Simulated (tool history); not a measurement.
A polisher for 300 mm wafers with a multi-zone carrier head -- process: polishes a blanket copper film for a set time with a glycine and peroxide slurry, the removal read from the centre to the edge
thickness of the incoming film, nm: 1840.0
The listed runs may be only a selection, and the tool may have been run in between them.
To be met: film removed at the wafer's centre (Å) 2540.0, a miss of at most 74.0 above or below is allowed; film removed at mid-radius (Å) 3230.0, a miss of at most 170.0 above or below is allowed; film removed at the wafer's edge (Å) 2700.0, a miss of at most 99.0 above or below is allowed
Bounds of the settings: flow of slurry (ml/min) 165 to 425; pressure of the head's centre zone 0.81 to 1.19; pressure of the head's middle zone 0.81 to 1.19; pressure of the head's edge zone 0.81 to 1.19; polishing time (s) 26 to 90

run	hour	flow of slurry (ml/min)	pressure of the head's centre zone	pressure of the head's middle zone	pressure of the head's edge zone	polishing time (s)	film removed at the wafer's centre (Å)	film removed at mid-radius (Å)	film removed at the wafer's edge (Å)
1	0.0	275	1.00	1.00	1.00	58	3122.2	3226.6	3283.6
2	4.9	245	1.00	1.00	1.00	58	3083.5	3398.4	3342.6
3	6.1	245	0.98	1.03	0.96	56	2907.0	3259.1	3141.9
4	9.4	245	0.98	1.03	0.96	48	2467.8	2739.6	2679.4
5	17.1	245	1.03	1.03	0.96	48	2633.5	2811.8	2614.6
6	23.3	245	1.03	1.03	0.99	48	2641.1	2838.0	2720.1
7	26.4	225	1.03	1.07	0.98	48	2615.2	2903.2	2677.2
8	33.7	210	1.02	1.11	0.98	48	2586.3	2931.9	2679.7
9	37.4	195	1.00	1.13	0.95	49	2509.2	2917.4	2660.0

Exactly one of the 5 candidate moves below puts every result within its allowed miss. Which one?
A	41.1	195	1.10	1.01	1.01	48	?	?	?
B	41.1	270	0.94	1.01	1.03	51	?	?	?
C	41.1	255	0.94	1.14	0.87	51	?	?	?
D	41.1	180	1.00	1.03	0.96	50	?	?	?
E	41.1	200	1.09	0.95	1.03	46	?	?	?

move	film removed at the wafer's centre (Å)	film removed at mid-radius (Å)	film removed at the wafer's edge (Å)
A	2728.7	2745.8	2723.9
B	2560.1	3012.8	2991.4
C	2548.0	3324.5	2748.1
D	2556.6	2884.8	2750.9
E	2597.5	2505.9	2642.7
A: further off than the last run
B: further off than the last run
C: meets every target
D: further off than the last run
E: further off than the last run
So the answer is move C, the one that meets all the targets.
